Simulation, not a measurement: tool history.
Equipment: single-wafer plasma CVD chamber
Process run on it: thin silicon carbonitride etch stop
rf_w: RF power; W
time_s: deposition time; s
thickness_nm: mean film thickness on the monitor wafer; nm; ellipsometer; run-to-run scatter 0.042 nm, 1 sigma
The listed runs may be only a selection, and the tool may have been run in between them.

{"run": 1, "day": 0.0, "rf_w": 215, "time_s": 24, "thickness_nm": 14.098}
{"run": 2, "day": 0.096, "rf_w": 240, "time_s": 24, "thickness_nm": 14.548}
{"run": 3, "day": 0.121, "rf_w": 235, "time_s": 23.5, "thickness_nm": 14.066}
{"run": 4, "day": 0.146, "rf_w": 235, "time_s": 21.4, "thickness_nm": 12.804}
{"run": 5, "day": 0.321, "rf_w": 215, "time_s": 21.4, "thickness_nm": 12.552}
{"run": 6, "day": 0.346, "rf_w": 215, "time_s": 21.3, "thickness_nm": 12.511}

Run 7 has not been measured yet. What should we expect?
{"run": 7, "day": 0.45, "rf_w": 215, "time_s": 21.2, "thickness_nm": "?"}

thickness_nm: 12.447 nm

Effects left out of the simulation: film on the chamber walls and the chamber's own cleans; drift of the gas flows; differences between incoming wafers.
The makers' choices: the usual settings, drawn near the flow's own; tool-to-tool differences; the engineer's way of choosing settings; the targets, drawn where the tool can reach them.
